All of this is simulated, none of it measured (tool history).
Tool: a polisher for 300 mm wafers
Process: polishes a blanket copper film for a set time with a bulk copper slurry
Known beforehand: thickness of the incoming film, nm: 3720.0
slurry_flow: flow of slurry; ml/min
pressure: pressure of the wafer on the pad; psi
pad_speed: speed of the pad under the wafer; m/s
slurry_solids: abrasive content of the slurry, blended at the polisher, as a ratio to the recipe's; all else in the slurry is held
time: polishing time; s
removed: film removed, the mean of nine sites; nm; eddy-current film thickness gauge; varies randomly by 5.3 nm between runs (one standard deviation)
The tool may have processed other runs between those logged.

run  hour  slurry_flow  pressure  pad_speed  slurry_solids  time  removed
  1     0          210       3.4       1.06              1   106   1184.4
  2   7.5          250       3.4       1.06              1   106   1214.5
  3  14.1          245       3.2       1.06              1   106   1145.2
  4  22.6          245       3.2       1.06           0.85   106   1101.7
  5  28.7          245       3.2       1.06           0.85   106     1102
  6    31          240       3.1       1.06           0.85   106   1071.5
  7  32.8          235         3       1.06           0.85   106   1033.3
  8  35.3          230       2.9       1.06           0.85   106   1001.8
  9  41.7          225       2.8       1.06           0.85   106   958.52
     48.6  -- slurry nozzle cleaned
 10  48.6          220       2.8       1.06           0.85   106   986.47
 11  50.1          220       2.7       1.06           0.85   106   962.38

Forecast run 12:
 12  57.8          220       2.6       1.06           0.85   106        ?

Logged for run 12: removed 918.21 nm.

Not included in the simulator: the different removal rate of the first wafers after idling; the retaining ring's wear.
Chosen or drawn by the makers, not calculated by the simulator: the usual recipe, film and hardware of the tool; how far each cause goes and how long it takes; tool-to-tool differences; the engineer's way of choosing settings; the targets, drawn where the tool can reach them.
